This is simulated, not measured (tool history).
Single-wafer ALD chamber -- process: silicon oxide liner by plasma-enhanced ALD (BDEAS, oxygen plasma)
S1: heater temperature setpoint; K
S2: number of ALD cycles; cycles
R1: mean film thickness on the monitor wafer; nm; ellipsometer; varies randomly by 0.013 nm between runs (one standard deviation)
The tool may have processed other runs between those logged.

run,hour,S1,S2,R1
1,0.0,588.15,29,2.8264
2,5.1,583.15,29,2.8381
3,11.5,592.15,29,2.8183
4,17.2,583.15,29,2.8316
5,18.3,583.15,31,3.0513
6,26.3,583.15,33,3.2253

Run 7 is up next; what results do you expect?
7,29.8,583.15,33,?

R1: 3.2273 nm
